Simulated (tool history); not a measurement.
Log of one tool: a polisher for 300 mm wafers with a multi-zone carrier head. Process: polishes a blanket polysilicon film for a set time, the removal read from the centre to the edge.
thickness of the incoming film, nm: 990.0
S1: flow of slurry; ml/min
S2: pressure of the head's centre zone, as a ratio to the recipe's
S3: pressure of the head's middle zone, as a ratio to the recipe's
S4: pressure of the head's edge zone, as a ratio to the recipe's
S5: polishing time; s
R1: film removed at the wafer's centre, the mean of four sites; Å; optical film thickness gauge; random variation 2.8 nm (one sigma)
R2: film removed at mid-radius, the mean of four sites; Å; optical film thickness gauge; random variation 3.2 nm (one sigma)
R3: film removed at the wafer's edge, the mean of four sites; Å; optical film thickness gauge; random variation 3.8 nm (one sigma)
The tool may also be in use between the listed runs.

Run 1, hour 0: S1 245 ml/min, S2 1, S3 1, S4 1, S5 63 s. Result: R1 3390.5 Å, R2 3305.4 Å, R3 3226.7 Å.
Run 2, hour 1.4: S1 245 ml/min, S2 1, S3 1, S4 1, S5 76 s. Result: R1 4134.1 Å, R2 4009.6 Å, R3 3920.8 Å.
Run 3, hour 5.3: S1 245 ml/min, S2 1, S3 1, S4 0.94, S5 76 s. Result: R1 3911.7 Å, R2 4059.2 Å, R3 3815.8 Å.
Run 4, hour 8.2: S1 245 ml/min, S2 1.05, S3 1, S4 0.94, S5 76 s. Result: R1 4102.3 Å, R2 3955.5 Å, R3 3827.8 Å.
Run 5, hour 16.8: S1 245 ml/min, S2 1.05, S3 1, S4 0.94, S5 69 s. Result: R1 3754.4 Å, R2 3600.1 Å, R3 3429.2 Å.
Run 6, hour 24.7: S1 195 ml/min, S2 1.05, S3 1, S4 0.94, S5 69 s. Result: R1 3591.2 Å, R2 3540.2 Å, R3 3338.1 Å.

Forecast run 7:
Run 7, hour 25.9: S1 190 ml/min, S2 1.01, S3 0.97, S4 0.95, S5 67 s. Result: R1 ?, R2 ?, R3 ?.

{"run 7": {"R1": 3370.4, "R2": 3268.6, "R3": 3308.3}}

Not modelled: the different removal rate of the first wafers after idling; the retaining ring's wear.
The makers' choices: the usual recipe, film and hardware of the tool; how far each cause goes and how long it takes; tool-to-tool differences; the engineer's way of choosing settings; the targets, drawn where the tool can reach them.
